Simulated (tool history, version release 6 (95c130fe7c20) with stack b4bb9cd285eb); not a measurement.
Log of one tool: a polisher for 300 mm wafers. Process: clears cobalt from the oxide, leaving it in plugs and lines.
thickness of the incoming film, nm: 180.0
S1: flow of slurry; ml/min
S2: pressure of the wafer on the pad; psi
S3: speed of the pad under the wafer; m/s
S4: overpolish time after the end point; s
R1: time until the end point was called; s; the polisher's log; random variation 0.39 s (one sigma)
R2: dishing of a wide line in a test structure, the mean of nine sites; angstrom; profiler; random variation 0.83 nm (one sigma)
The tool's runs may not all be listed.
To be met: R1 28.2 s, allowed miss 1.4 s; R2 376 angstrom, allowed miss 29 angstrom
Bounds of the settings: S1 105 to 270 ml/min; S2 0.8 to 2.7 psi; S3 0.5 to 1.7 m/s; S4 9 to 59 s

| run | hour | S1 | S2 | S3 | S4 | R1 | R2 |
|---|---|---|---|---|---|---|---|
| 1 | 0 | 175 | 1.7 | 1.1 | 30 | 40.523 | 386.2 |
| 2 | 9.1 | 175 | 1.8 | 1.1 | 27 | 38.994 | 361.48 |
| 3 | 16.2 | 155 | 1.8 | 1.1 | 27 | 39.699 | 367.28 |
| 4 | 16.8 | 155 | 1.6 | 1.1 | 27 | 44.403 | 379.2 |
| 5 | 22.1 | 155 | 1.8 | 1.12 | 29 | 38.909 | 358.56 |
| 6 | 24 | 155 | 1.8 | 1.12 | 40 | 38.391 | 390.04 |
| 7 | 27.6 | 160 | 1.9 | 1.12 | 41 | 37.161 | 396.48 |
| 8 | 28.7 | 160 | 2 | 1.12 | 40 | 34.548 | 380.16 |

5 next moves are on the table. One of them brings every result within its allowed miss. Which?
| A | 29.8 | 165 | 2.4 | 1.28 | 39 | ? | ? |
| B | 29.8 | 180 | 2.3 | 1.36 | 28 | ? | ? |
| C | 29.8 | 150 | 2.4 | 1.3 | 33 | ? | ? |
| D | 29.8 | 175 | 2.4 | 1.12 | 34 | ? | ? |
| E | 29.8 | 170 | 2.5 | 1.24 | 44 | ? | ? |

| move | R1 | R2 |
|---|---|---|
| A | 25.759 | 395.88 |
| B | 25.056 | 394.18 |
| C | 25.854 | 395.21 |
| D | 28.737 | 395.26 |
| E | 25.335 | 396.03 |
A: takes the result that was furthest off past its target
B: takes the result that was furthest off past its target
C: takes the result that was furthest off past its target
D: meets every target
E: takes the result that was furthest off past its target
Move D is the one to make.
